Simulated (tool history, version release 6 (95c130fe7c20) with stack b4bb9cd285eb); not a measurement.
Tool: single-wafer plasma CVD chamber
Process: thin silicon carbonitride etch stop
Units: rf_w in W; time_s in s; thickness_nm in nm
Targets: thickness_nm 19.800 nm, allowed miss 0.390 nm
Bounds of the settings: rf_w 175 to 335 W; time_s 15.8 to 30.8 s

| run | hour | rf_w | time_s | thickness_nm |
|---|---|---|---|---|
| 1 | 0.0 | 255 | 23.3 | 14.472 |
| 2 | 7.7 | 255 | 25.7 | 16.096 |
| 3 | 9.1 | 275 | 26.8 | 17.238 |
| 4 | 12.7 | 290 | 27.6 | 18.084 |
| 5 | 21.5 | 300 | 28.1 | 18.869 |
| 6 | 26.2 | 265 | 28.1 | 17.911 |
| 7 | 27.2 | 280 | 28.4 | 18.415 |
| 8 | 31.4 | 295 | 28.6 | 18.880 |
| 9 | 37.9 | 305 | 28.8 | 19.395 |

5 next moves are on the table. One of them brings every result within its allowed miss. Which?
| A | 44.4 | 295 | 27.9 | ? |
| B | 44.4 | 315 | 27.0 | ? |
| C | 44.4 | 310 | 28.0 | ? |
| D | 44.4 | 320 | 26.7 | ? |
| E | 44.4 | 315 | 29.4 | ? |

| move | thickness_nm |
|---|---|
| A | 18.548 |
| B | 18.374 |
| C | 18.947 |
| D | 18.272 |
| E | 20.008 |
A: further off than the last run
B: further off than the last run
C: further off than the last run
D: further off than the last run
E: meets every target
Move E is the one to make.

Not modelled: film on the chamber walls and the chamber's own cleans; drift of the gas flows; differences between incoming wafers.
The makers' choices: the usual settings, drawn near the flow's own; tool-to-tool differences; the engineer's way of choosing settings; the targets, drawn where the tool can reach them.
